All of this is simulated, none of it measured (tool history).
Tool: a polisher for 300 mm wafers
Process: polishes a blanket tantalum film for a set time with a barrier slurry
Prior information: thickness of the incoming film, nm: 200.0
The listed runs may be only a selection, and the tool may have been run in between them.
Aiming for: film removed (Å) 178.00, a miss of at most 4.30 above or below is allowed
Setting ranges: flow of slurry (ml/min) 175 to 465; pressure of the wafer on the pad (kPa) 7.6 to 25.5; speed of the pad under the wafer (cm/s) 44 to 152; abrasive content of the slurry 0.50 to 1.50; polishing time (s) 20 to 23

run,hour,flow of slurry (ml/min),pressure of the wafer on the pad (kPa),speed of the pad under the wafer (cm/s),abrasive content of the slurry,polishing time (s),film removed (Å)
1,0.0,295,16.5,98,1.00,23,409.24
2,6.7,295,20.0,98,1.00,23,498.75
3,12.0,295,17.2,98,1.00,23,427.10
4,16.5,290,14.5,88,1.00,23,323.32
5,19.4,285,12.4,82,1.00,23,261.73
6,20.5,285,12.4,82,1.00,20,226.16
7,23.9,275,11.0,82,1.00,20,198.95
8,32.2,250,11.0,82,1.00,20,198.62
# hour 38.0: head pressure recalibrated
9,38.0,230,11.0,82,1.00,20,188.74
10,46.6,220,11.0,82,1.00,20,187.31
11,54.4,210,11.0,82,1.00,20,185.14
12,62.5,200,11.0,82,1.00,20,187.32
13,71.1,195,11.0,82,1.00,20,182.63
14,76.2,190,11.0,82,1.00,20,185.06
15,77.2,185,11.0,82,1.00,20,183.71
16,85.8,180,11.0,82,1.00,20,180.79

Which of these 4 next moves meets every target?
A,94.4,305,8.3,98,1.25,20,?
B,94.4,185,11.0,84,0.75,22,?
C,94.4,185,8.3,96,1.00,23,?
D,94.4,175,10.3,78,0.95,22,?

move,film removed (Å)
A,185.69
B,186.05
C,186.73
D,176.38
A: further off than the last run
B: further off than the last run
C: further off than the last run
D: all results in spec
The move that meets every target is D.
